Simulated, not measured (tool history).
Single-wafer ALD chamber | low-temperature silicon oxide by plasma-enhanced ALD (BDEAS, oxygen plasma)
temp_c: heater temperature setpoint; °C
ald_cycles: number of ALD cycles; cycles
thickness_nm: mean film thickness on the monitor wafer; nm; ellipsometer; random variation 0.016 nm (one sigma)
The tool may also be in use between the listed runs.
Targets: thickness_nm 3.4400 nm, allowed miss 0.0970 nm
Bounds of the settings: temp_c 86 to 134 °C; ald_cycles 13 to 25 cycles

run,day,temp_c,ald_cycles,thickness_nm
1,0.000,110,19,2.7229
2,0.217,110,20,2.8685
3,0.267,120,20,2.7958
4,0.396,118,21,2.9648
5,0.467,128,21,2.9029
6,0.817,134,21,2.8767
7,1.138,133,22,3.0191
8,1.300,132,23,3.1558
9,1.421,131,24,3.3183

Which of these 4 next moves meets every target?
A,1.542,133,24,?
B,1.542,134,23,?
C,1.542,132,23,?
D,1.542,130,25,?

move,thickness_nm
A,3.3050
B,3.1609
C,3.1736
D,3.4634
A: further off than the last run
B: further off than the last run
C: further off than the last run
D: meets every target
The right move is D.
